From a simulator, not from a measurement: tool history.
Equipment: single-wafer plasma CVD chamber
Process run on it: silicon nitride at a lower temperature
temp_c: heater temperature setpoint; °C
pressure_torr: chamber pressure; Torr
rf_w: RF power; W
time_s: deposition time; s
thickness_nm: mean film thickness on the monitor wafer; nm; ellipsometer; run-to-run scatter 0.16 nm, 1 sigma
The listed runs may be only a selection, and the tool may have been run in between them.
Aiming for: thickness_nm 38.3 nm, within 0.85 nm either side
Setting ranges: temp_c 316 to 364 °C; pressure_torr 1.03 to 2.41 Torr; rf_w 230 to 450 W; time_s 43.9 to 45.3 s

{"run": 1, "hour": 0.0, "temp_c": 340, "pressure_torr": 1.72, "rf_w": 340, "time_s": 43.9, "thickness_nm": 61.564}
{"run": 2, "hour": 7.7, "temp_c": 340, "pressure_torr": 1.72, "rf_w": 340, "time_s": 43.9, "thickness_nm": 61.488}
{"run": 3, "hour": 12.5, "temp_c": 343, "pressure_torr": 1.63, "rf_w": 325, "time_s": 43.9, "thickness_nm": 57.479}
{"run": 4, "hour": 17.9, "temp_c": 343, "pressure_torr": 1.63, "rf_w": 310, "time_s": 43.9, "thickness_nm": 54.724}
{"run": 5, "hour": 23.6, "temp_c": 343, "pressure_torr": 1.63, "rf_w": 310, "time_s": 43.9, "thickness_nm": 54.758}
{"run": 6, "hour": 27.3, "temp_c": 343, "pressure_torr": 1.55, "rf_w": 300, "time_s": 43.9, "thickness_nm": 51.936}
{"run": 7, "hour": 36.1, "temp_c": 343, "pressure_torr": 1.48, "rf_w": 290, "time_s": 43.9, "thickness_nm": 49.445}
{"run": 8, "hour": 41.9, "temp_c": 343, "pressure_torr": 1.42, "rf_w": 285, "time_s": 43.9, "thickness_nm": 47.6}
{"run": 9, "hour": 43.7, "temp_c": 343, "pressure_torr": 1.37, "rf_w": 280, "time_s": 43.9, "thickness_nm": 45.451}
{"run": 10, "hour": 51.3, "temp_c": 343, "pressure_torr": 1.33, "rf_w": 280, "time_s": 43.9, "thickness_nm": 45.132}
{"run": 11, "hour": 58.5, "temp_c": 343, "pressure_torr": 1.29, "rf_w": 275, "time_s": 43.9, "thickness_nm": 43.095}
{"run": 12, "hour": 62.4, "temp_c": 343, "pressure_torr": 1.26, "rf_w": 275, "time_s": 43.9, "thickness_nm": 42.784}
{"run": 13, "hour": 65.7, "temp_c": 343, "pressure_torr": 1.23, "rf_w": 275, "time_s": 43.9, "thickness_nm": 42.138}
{"run": 14, "hour": 72.0, "temp_c": 343, "pressure_torr": 1.2, "rf_w": 275, "time_s": 43.9, "thickness_nm": 41.473}
{"run": 15, "hour": 72.9, "temp_c": 343, "pressure_torr": 1.18, "rf_w": 275, "time_s": 43.9, "thickness_nm": 41.161}
{"run": 16, "hour": 75.3, "temp_c": 343, "pressure_torr": 1.16, "rf_w": 275, "time_s": 43.9, "thickness_nm": 40.586}
{"run": 17, "hour": 76.6, "temp_c": 343, "pressure_torr": 1.14, "rf_w": 275, "time_s": 43.9, "thickness_nm": 40.168}
{"run": 18, "hour": 77.6, "temp_c": 343, "pressure_torr": 1.13, "rf_w": 275, "time_s": 43.9, "thickness_nm": 39.905}
{"run": 19, "hour": 82.8, "temp_c": 343, "pressure_torr": 1.12, "rf_w": 275, "time_s": 43.9, "thickness_nm": 39.78}
{"run": 20, "hour": 86.7, "temp_c": 343, "pressure_torr": 1.11, "rf_w": 275, "time_s": 43.9, "thickness_nm": 39.571}
{"run": 21, "hour": 95.1, "temp_c": 343, "pressure_torr": 1.1, "rf_w": 275, "time_s": 43.9, "thickness_nm": 39.212}

Exactly one of the 5 candidate moves below puts every result within its allowed miss. Which one?
{"run": "A", "hour": 103.5, "temp_c": 352, "pressure_torr": 1.03, "rf_w": 280, "time_s": 43.9, "thickness_nm": "?"}
{"run": "B", "hour": 103.5, "temp_c": 344, "pressure_torr": 1.13, "rf_w": 270, "time_s": 45.1, "thickness_nm": "?"}
{"run": "C", "hour": 103.5, "temp_c": 332, "pressure_torr": 1.08, "rf_w": 255, "time_s": 45.3, "thickness_nm": "?"}
{"run": "D", "hour": 103.5, "temp_c": 348, "pressure_torr": 1.12, "rf_w": 280, "time_s": 43.9, "thickness_nm": "?"}
{"run": "E", "hour": 103.5, "temp_c": 340, "pressure_torr": 1.21, "rf_w": 265, "time_s": 45, "thickness_nm": "?"}

move=A thickness_nm=38.143
move=B thickness_nm=40.24
move=C thickness_nm=36.714
move=D thickness_nm=40.553
move=E thickness_nm=41.02
A: hits every target within its allowed miss
B: lands further from the targets than the last run did
C: takes the biggest miss from the last run beyond its target
D: lands further from the targets than the last run did
E: lands further from the targets than the last run did
A meets every target.

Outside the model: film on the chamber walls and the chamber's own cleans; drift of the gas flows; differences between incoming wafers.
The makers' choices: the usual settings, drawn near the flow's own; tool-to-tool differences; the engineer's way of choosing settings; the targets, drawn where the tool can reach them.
